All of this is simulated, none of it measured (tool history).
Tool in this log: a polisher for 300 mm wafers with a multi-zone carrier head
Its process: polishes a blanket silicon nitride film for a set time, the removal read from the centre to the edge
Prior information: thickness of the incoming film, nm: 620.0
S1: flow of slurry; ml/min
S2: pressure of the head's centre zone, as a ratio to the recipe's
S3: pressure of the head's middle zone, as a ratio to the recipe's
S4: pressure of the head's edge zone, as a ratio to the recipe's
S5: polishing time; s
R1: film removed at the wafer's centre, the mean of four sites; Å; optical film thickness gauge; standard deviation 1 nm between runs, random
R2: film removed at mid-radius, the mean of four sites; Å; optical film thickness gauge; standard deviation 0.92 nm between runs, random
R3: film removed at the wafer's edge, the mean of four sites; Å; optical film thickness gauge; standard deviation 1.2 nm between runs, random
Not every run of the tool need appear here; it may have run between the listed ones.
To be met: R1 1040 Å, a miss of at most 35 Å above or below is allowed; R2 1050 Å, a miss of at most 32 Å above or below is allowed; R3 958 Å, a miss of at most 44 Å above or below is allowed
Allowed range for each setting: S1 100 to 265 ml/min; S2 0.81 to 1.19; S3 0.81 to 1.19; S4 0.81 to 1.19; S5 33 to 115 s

| run | day | S1 | S2 | S3 | S4 | S5 | R1 | R2 | R3 |
|---|---|---|---|---|---|---|---|---|---|
| 1 | 0 | 170 | 1 | 1 | 1 | 73 | 1243.6 | 1277.3 | 1188.4 |
| 2 | 0.204 | 170 | 1 | 1.03 | 1 | 73 | 1254.1 | 1282.4 | 1205.4 |
| 3 | 0.246 | 170 | 1 | 1.03 | 1 | 85 | 1477.3 | 1486.3 | 1437.2 |
| 4 | 0.433 | 170 | 1.04 | 1.03 | 1 | 85 | 1519.5 | 1520.6 | 1435.9 |
| 5 | 0.504 | 170 | 1.04 | 1.07 | 1 | 85 | 1529.9 | 1573.5 | 1442.9 |
| 6 | 0.558 | 170 | 1.02 | 1.04 | 0.97 | 80 | 1419.4 | 1452.9 | 1319 |
| 7 | 0.646 | 165 | 0.99 | 1 | 0.95 | 76 | 1306.5 | 1299.6 | 1240.9 |
| 8 | 0.85 | 170 | 0.98 | 1 | 0.94 | 72 | 1226.3 | 1257.4 | 1169.7 |
| 9 | 1.117 | 170 | 0.98 | 1 | 0.94 | 72 | 1210.6 | 1248.4 | 1181.4 |
| 10 | 1.442 | 145 | 0.98 | 0.97 | 0.84 | 61 | 979.65 | 995.68 | 953.29 |

Consider the 5 candidate settings below. Which is the only one whose results all fall within their allowed miss of target?
| A | 1.767 | 175 | 1.01 | 0.94 | 0.88 | 60 | ? | ? | ? |
| B | 1.767 | 200 | 0.99 | 1.11 | 0.85 | 59 | ? | ? | ? |
| C | 1.767 | 130 | 1.02 | 1.01 | 0.81 | 63 | ? | ? | ? |
| D | 1.767 | 165 | 1.02 | 0.88 | 0.86 | 60 | ? | ? | ? |
| E | 1.767 | 145 | 1.02 | 1.19 | 0.88 | 56 | ? | ? | ? |

| move | R1 | R2 | R3 |
|---|---|---|---|
| A | 1047.4 | 987.44 | 993.07 |
| B | 1036.1 | 1143.1 | 981.06 |
| C | 1034 | 1033.1 | 973.04 |
| D | 1044.6 | 924.54 | 979.75 |
| E | 947.95 | 1084.6 | 898.85 |
A: brings the result that was furthest off to its target, and leaves another outside
B: brings the result that was furthest off to its target, and leaves another outside
C: hits every target within its allowed miss
D: brings the result that was furthest off to its target, and leaves another outside
E: moves away from the targets compared with the last run
C meets every target.
